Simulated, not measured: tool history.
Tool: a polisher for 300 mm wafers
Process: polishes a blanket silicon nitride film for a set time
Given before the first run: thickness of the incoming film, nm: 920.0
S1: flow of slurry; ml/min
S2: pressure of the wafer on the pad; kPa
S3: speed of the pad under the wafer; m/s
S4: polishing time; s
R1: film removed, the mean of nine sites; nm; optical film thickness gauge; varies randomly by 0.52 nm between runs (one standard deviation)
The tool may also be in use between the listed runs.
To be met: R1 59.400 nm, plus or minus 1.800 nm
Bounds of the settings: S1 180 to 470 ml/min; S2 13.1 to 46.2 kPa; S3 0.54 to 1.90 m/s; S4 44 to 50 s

run	hour	S1	S2	S3	S4	R1
1	0.0	300	29.6	1.22	50	147.770
2	4.9	300	27.6	1.16	50	132.780
3	7.5	300	27.6	1.28	50	141.870
4	14.9	300	27.6	1.28	44	126.220
5	15.7	300	27.6	1.50	44	144.190
6	21.1	300	27.6	1.34	44	130.370
7	24.1	300	25.5	1.28	44	115.750
8	33.1	300	24.1	1.26	44	108.890
9	38.2	300	22.8	1.22	44	101.730
10	40.8	300	21.4	1.18	44	92.261
11	46.6	300	20.7	1.16	44	88.583
12	52.2	290	13.1	0.92	44	47.233
13	55.2	300	13.8	0.92	44	49.231

Next run, 4 choices. One meets every target within its allowed miss, the rest don't. Which?
A	58.2	310	13.1	0.72	44	?
B	58.2	305	13.1	0.68	50	?
C	58.2	315	13.1	1.10	48	?
D	58.2	270	14.5	0.72	44	?

move	R1
A	39.464
B	42.775
C	60.519
D	42.741
A: lands further from the targets than the last run did
B: lands further from the targets than the last run did
C: meets every target
D: lands further from the targets than the last run did
Move C is the one to make.
